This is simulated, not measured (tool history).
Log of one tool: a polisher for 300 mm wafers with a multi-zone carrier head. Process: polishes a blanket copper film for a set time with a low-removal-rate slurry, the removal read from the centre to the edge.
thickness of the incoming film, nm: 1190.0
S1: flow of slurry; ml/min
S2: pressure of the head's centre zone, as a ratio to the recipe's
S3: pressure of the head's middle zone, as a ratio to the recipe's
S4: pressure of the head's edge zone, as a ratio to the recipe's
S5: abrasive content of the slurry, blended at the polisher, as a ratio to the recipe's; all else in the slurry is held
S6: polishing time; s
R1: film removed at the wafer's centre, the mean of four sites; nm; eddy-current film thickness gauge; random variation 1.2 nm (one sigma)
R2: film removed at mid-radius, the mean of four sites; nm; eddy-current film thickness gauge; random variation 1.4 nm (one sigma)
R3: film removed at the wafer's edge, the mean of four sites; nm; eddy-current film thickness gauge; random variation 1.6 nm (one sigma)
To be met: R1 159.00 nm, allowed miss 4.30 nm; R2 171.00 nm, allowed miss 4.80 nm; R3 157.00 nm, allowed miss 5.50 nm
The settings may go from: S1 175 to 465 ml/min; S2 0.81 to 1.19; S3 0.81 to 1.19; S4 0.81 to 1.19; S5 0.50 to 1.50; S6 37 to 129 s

run    day   S1    S2    S3    S4    S5  S6      R1      R2      R3
  1  0.000  295  1.00  1.00  1.00  1.00  83  185.10  183.23  185.26
  2  0.133  295  1.00  1.00  1.00  1.15  83  190.19  186.59  190.69
  3  0.383  290  0.98  1.00  0.96  1.05  83  181.61  184.30  179.47
  4  0.438  290  1.06  1.00  0.96  1.05  83  194.88  186.95  180.51
  5  0.496  290  1.06  0.95  0.96  1.05  83  196.96  178.41  181.89
  6  0.817  290  1.06  0.87  0.96  1.05  83  196.64  164.94  186.80
  7  1.054  280  1.02  0.90  0.92  1.00  83  184.11  166.31  175.56
  8  1.338  270  0.99  0.92  0.90  1.00  83  180.17  167.50  175.47
  9  1.638  270  0.97  0.94  0.88  0.95  83  173.52  169.61  172.83
 10  1.938  265  0.97  0.96  0.86  0.90  83  173.62  168.99  168.11
 11  2.192  260  0.96  0.98  0.85  0.85  83  166.07  167.14  166.25
 12  2.325  265  0.96  1.00  0.84  0.85  83  166.97  175.05  164.19
 13  2.533  260  0.96  1.00  0.83  0.85  83  167.77  172.10  163.68
 14  2.704  255  0.96  1.01  0.82  0.85  83  164.70  173.27  162.64
 15  2.950  255  0.96  1.02  0.82  0.85  83  165.11  175.40  160.95
 16  3.162  245  0.96  1.02  0.82  0.85  83  167.17  173.83  164.25
 17  3.483  255  0.96  1.02  0.82  0.85  83  167.55  175.28  161.18
     3.729  -- slurry nozzle cleaned
 18  3.729  250  0.95  1.02  0.82  0.85  83  166.78  181.17  165.26
 19  3.754  260  0.95  1.02  0.82  0.85  83  167.15  180.12  165.82
 20  3.946  250  0.95  1.03  0.82  0.85  83  166.30  178.09  163.45
 21  4.246  250  0.95  1.03  0.82  0.80  83  168.40  177.54  164.40
 22  4.550  255  0.95  1.03  0.82  0.80  82  165.22  176.79  160.06
 23  4.758  250  0.94  1.03  0.82  0.80  82  162.11  177.65  161.07

4 next moves are on the table. One of them brings every result within its allowed miss. Which?
  A  4.967  230  0.93  0.99  0.87  0.95  82   ?   ?   ?
  B  4.967  175  0.96  1.05  0.82  0.65  86   ?   ?   ?
  C  4.967  220  1.02  1.18  0.85  0.85  76   ?   ?   ?
  D  4.967  275  1.02  1.14  0.81  0.75  78   ?   ?   ?

move      R1      R2      R3
   A  167.66  176.80  171.48
   B  159.69  171.90  156.38
   C  165.23  184.19  152.36
   D  167.94  181.37  151.34
A: further off than the last run
B: meets every target
C: further off than the last run
D: further off than the last run
The right move is B.

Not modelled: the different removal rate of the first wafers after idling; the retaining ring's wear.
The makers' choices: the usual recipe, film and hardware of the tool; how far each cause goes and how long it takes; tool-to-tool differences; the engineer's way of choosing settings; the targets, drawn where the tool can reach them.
